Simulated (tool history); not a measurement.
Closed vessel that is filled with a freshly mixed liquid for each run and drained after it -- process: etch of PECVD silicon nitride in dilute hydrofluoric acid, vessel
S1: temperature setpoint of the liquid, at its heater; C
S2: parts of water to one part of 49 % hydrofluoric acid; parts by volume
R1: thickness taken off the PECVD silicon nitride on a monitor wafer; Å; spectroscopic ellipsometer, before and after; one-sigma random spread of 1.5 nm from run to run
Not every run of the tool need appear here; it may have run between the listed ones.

Run 1, hour 0: S1 24 C, S2 120 parts by volume, time in the liquid (s) 2960. Result: R1 959.24 Å.
Run 2, hour 6.4: S1 26 C, S2 120 parts by volume, time in the liquid (s) 2960. Result: R1 1101.2 Å.
Run 3, hour 14.3: S1 26 C, S2 120 parts by volume, time in the liquid (s) 2960. Result: R1 1096.8 Å.
Run 4, hour 18.9: S1 28 C, S2 120 parts by volume, time in the liquid (s) 2960. Result: R1 1238.7 Å.
Run 5, hour 27.2: S1 29 C, S2 90 parts by volume, time in the liquid (s) 2980. Result: R1 1783.2 Å.
Run 6, hour 35: S1 29 C, S2 90 parts by volume, time in the liquid (s) 2960. Result: R1 1768.1 Å.

Predict the results of run 7:
Run 7, hour 38.6: S1 30 C, S2 70 parts by volume, time in the liquid (s) 2960. Result: R1 ?.

{"run 7": {"R1": 2437.6}}
